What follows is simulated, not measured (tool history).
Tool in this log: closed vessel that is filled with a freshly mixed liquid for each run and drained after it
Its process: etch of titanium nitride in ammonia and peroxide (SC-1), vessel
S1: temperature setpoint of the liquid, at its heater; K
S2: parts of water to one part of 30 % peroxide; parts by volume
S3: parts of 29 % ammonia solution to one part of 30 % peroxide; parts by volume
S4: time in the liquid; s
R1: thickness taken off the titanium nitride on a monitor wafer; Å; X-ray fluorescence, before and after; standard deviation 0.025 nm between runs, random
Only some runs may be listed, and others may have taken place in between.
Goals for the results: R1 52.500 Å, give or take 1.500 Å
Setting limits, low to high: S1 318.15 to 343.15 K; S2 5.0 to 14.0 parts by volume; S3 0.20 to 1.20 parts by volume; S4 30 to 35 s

run,hour,S1,S2,S3,S4,R1
1,0.0,334.15,7.5,0.90,35,40.119
2,1.9,334.65,7.5,0.90,35,41.308
3,4.6,329.65,7.5,0.90,35,29.920
4,8.7,329.65,7.5,0.70,35,28.774
5,15.4,330.65,7.5,0.70,35,30.418
6,21.0,331.65,7.5,0.70,35,32.860
7,25.7,332.65,7.5,0.70,35,35.080
8,29.2,333.65,7.5,0.70,35,37.345

Which single option among these 4 for the next run brings every result within its allowed miss of target? Just one does.
A,32.7,337.65,6.5,0.70,35,?
B,32.7,329.65,8.0,0.65,30,?
C,32.7,333.15,7.5,0.35,30,?
D,32.7,341.15,8.0,0.60,35,?

move,R1
A,51.822
B,23.528
C,27.611
D,57.025
A: all results land within tolerance of their targets
B: lands further from the targets than the last run did
C: lands further from the targets than the last run did
D: pushes the last run's worst result past its target
Go with A: it meets all targets.

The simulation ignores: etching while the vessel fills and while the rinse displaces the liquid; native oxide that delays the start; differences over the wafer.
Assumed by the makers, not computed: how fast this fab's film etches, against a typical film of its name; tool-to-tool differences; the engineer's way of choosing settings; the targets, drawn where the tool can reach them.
